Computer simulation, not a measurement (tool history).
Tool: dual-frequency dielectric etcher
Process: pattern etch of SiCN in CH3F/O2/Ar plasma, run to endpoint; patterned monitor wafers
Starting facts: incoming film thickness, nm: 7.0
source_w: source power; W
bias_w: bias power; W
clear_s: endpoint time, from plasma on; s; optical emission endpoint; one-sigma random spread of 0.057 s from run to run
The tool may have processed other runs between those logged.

run    day  source_w  bias_w  clear_s
  1      0       290      59   21.934
  2  0.342       320      59   20.921
  3  0.712       330      59   20.726
  4  0.862       290      59   22.037
  5  1.229       310      59    21.32
  6  1.454       320      59   21.099
  7  1.792       330      59   20.743

What will run 8 give?
  8  1.833       340      59        ?

{"run 8": {"clear_s": 20.561}}

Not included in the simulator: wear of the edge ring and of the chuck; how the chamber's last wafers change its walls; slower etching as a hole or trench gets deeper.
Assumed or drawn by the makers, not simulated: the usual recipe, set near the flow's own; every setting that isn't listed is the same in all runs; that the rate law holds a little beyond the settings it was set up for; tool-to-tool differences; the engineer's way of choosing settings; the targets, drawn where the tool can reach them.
